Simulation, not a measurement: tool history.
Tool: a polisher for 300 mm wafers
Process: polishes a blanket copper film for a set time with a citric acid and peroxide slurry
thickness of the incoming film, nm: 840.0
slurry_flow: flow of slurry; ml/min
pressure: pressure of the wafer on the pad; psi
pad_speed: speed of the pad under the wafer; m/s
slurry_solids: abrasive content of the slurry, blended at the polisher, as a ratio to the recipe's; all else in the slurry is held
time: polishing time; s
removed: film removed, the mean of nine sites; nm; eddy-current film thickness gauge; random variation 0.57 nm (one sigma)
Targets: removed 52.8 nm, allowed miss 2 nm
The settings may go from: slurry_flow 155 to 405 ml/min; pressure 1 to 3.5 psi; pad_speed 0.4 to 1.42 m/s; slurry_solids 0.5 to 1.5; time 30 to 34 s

run,hour,slurry_flow,pressure,pad_speed,slurry_solids,time,removed
1,0,260,2.2,0.9,1,34,46.664
2,4.8,260,2.2,0.9,1,34,46.158
3,9.1,260,1.7,0.9,1,34,36.094
4,14.1,260,1.7,0.78,1,34,31.814
5,19.2,260,1.7,0.78,0.85,34,30.327
6,21.4,260,2,0.78,0.85,34,35.555
7,24.9,260,2.6,0.8,0.85,34,47.546
8,33.3,260,2.7,0.8,0.85,34,49.672

Which of these 5 next moves meets every target?
A,41.7,285,2.7,0.9,0.9,34,?
B,41.7,235,2.9,0.74,0.85,34,?
C,41.7,275,2.7,0.86,1,30,?
D,41.7,250,2.7,0.82,0.85,31,?
E,41.7,225,2.1,1.16,0.7,34,?

move,removed
A,55.14
B,47.528
C,47.44
D,44.908
E,51.497
A: takes the result that was furthest off past its target
B: further off than the last run
C: further off than the last run
D: further off than the last run
E: meets every target
Answer: E

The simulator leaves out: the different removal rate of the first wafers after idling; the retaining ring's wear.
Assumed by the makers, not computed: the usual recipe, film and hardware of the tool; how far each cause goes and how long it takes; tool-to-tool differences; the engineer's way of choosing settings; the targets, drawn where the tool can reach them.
